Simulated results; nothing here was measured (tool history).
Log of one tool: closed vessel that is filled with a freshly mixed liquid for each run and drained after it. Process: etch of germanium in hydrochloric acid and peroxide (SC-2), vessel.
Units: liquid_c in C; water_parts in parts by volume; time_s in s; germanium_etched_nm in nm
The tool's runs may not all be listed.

{"run": 1, "hour": 0.0, "liquid_c": 51, "water_parts": 7.5, "time_s": 30, "germanium_etched_nm": 66.993}
{"run": 2, "hour": 4.8, "liquid_c": 51, "water_parts": 7.5, "time_s": 30, "germanium_etched_nm": 67.742}
{"run": 3, "hour": 6.0, "liquid_c": 47.5, "water_parts": 7.5, "time_s": 30, "germanium_etched_nm": 60.123}
{"run": 4, "hour": 11.8, "liquid_c": 47.5, "water_parts": 7.5, "time_s": 30, "germanium_etched_nm": 60.151}
{"run": 5, "hour": 17.7, "liquid_c": 47.5, "water_parts": 7.5, "time_s": 30, "germanium_etched_nm": 59.833}
{"run": 6, "hour": 20.5, "liquid_c": 44.5, "water_parts": 7.5, "time_s": 30, "germanium_etched_nm": 54.404}
{"run": 7, "hour": 23.0, "liquid_c": 45, "water_parts": 7.5, "time_s": 30, "germanium_etched_nm": 55.336}

The next listed run, before its measurement:
{"run": 8, "hour": 24.5, "liquid_c": 45.5, "water_parts": 7.5, "time_s": 30, "germanium_etched_nm": "?"}

{"run 8": {"germanium_etched_nm": 56.105}}
